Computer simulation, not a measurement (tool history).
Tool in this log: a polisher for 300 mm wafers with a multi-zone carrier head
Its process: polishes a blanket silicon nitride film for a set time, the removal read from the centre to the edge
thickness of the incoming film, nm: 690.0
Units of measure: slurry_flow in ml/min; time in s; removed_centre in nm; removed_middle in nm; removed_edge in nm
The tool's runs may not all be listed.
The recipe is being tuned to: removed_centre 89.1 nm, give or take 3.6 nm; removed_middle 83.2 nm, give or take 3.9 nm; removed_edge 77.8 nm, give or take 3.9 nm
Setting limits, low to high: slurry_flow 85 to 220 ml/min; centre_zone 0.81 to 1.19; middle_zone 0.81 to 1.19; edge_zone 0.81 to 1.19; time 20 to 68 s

{"run": 1, "hour": 0.0, "slurry_flow": 140, "centre_zone": 1, "middle_zone": 1, "edge_zone": 1, "time": 44, "removed_centre": 130.1, "removed_middle": 126.88, "removed_edge": 129.95}
{"run": 2, "hour": 3.7, "slurry_flow": 140, "centre_zone": 1, "middle_zone": 0.95, "edge_zone": 1, "time": 44, "removed_centre": 131.02, "removed_middle": 121.24, "removed_edge": 128.07}
{"run": 3, "hour": 7.3, "slurry_flow": 140, "centre_zone": 1, "middle_zone": 0.95, "edge_zone": 0.95, "time": 44, "removed_centre": 127.26, "removed_middle": 122.52, "removed_edge": 123.8}
{"run": 4, "hour": 12.8, "slurry_flow": 165, "centre_zone": 1, "middle_zone": 0.95, "edge_zone": 0.95, "time": 44, "removed_centre": 132.78, "removed_middle": 126.25, "removed_edge": 130}
{"run": 5, "hour": 20.2, "slurry_flow": 165, "centre_zone": 1, "middle_zone": 0.95, "edge_zone": 0.87, "time": 44, "removed_centre": 135.62, "removed_middle": 126.28, "removed_edge": 120.66}
{"run": 6, "hour": 24.6, "slurry_flow": 150, "centre_zone": 0.99, "middle_zone": 0.93, "edge_zone": 0.85, "time": 40, "removed_centre": 117.62, "removed_middle": 110.91, "removed_edge": 110.84}
{"run": 7, "hour": 31.8, "slurry_flow": 145, "centre_zone": 1.01, "middle_zone": 0.96, "edge_zone": 0.84, "time": 35, "removed_centre": 104.3, "removed_middle": 97.559, "removed_edge": 94.529}
{"run": 8, "hour": 36.8, "slurry_flow": 135, "centre_zone": 1.02, "middle_zone": 0.97, "edge_zone": 0.83, "time": 33, "removed_centre": 97.102, "removed_middle": 90.5, "removed_edge": 85.297}
{"run": 9, "hour": 45.6, "slurry_flow": 125, "centre_zone": 1.02, "middle_zone": 0.97, "edge_zone": 0.82, "time": 33, "removed_centre": 98.107, "removed_middle": 90.136, "removed_edge": 85.783}
{"run": 10, "hour": 52.4, "slurry_flow": 130, "centre_zone": 1.02, "middle_zone": 0.99, "edge_zone": 0.82, "time": 28, "removed_centre": 83.321, "removed_middle": 79.33, "removed_edge": 72.603}
{"run": 11, "hour": 53.0, "slurry_flow": 135, "centre_zone": 1.02, "middle_zone": 0.98, "edge_zone": 0.83, "time": 28, "removed_centre": 83.478, "removed_middle": 78.54, "removed_edge": 73.829}
{"run": 12, "hour": 57.4, "slurry_flow": 140, "centre_zone": 1.02, "middle_zone": 0.98, "edge_zone": 0.83, "time": 28, "removed_centre": 83.036, "removed_middle": 80.273, "removed_edge": 77.154}

Of the 5 settings listed for the next run, only one would bring every result within its allowed miss of target. Which one?
{"run": "A", "hour": 61.8, "slurry_flow": 155, "centre_zone": 0.93, "middle_zone": 0.93, "edge_zone": 1.02, "time": 29, "removed_centre": "?", "removed_middle": "?", "removed_edge": "?"}
{"run": "B", "hour": 61.8, "slurry_flow": 130, "centre_zone": 0.98, "middle_zone": 0.94, "edge_zone": 0.94, "time": 29, "removed_centre": "?", "removed_middle": "?", "removed_edge": "?"}
{"run": "C", "hour": 61.8, "slurry_flow": 85, "centre_zone": 1.08, "middle_zone": 1.02, "edge_zone": 0.81, "time": 33, "removed_centre": "?", "removed_middle": "?", "removed_edge": "?"}
{"run": "D", "hour": 61.8, "slurry_flow": 150, "centre_zone": 0.99, "middle_zone": 1.05, "edge_zone": 0.92, "time": 26, "removed_centre": "?", "removed_middle": "?", "removed_edge": "?"}
{"run": "E", "hour": 61.8, "slurry_flow": 105, "centre_zone": 1.16, "middle_zone": 0.9, "edge_zone": 0.81, "time": 31, "removed_centre": "?", "removed_middle": "?", "removed_edge": "?"}

move=A removed_centre=81.623 removed_middle=81.293 removed_edge=87.454
move=B removed_centre=82.343 removed_middle=78.868 removed_edge=81.773
move=C removed_centre=88.445 removed_middle=83.901 removed_edge=79.28
move=D removed_centre=77.419 removed_middle=80.178 removed_edge=74.172
move=E removed_centre=97.434 removed_middle=76.547 removed_edge=78.459
A: misses by more than the last run did
B: misses by more than the last run did
C: in spec on every target
D: misses by more than the last run did
E: carries the result that was furthest off beyond its target, to the other side
C meets every target.
